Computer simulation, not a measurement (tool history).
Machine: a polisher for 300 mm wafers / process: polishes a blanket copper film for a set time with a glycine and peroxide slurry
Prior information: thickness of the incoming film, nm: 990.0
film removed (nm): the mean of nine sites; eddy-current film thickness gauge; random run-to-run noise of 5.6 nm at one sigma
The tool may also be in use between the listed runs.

run,hour,flow of slurry (ml/min),pressure of the wafer on the pad (psi),speed of the pad under the wafer (cm/s),polishing time (s),film removed (nm)
1,0,285,2.9,82,52,246.27
2,3.8,285,3.5,82,52,276.13
3,8,285,3.6,84,52,283.08
4,13.1,285,3.7,88,52,303.74
5,21,285,3.2,88,52,270.02
6,23.2,285,3.4,90,52,297.49
7,23.9,285,3.5,92,52,308.09
8,28.3,285,3.6,92,52,315.05

Run 9, settings as shown, results not yet in. Your forecast:
9,32,285,3.7,92,52,?

film removed (nm): 312.65
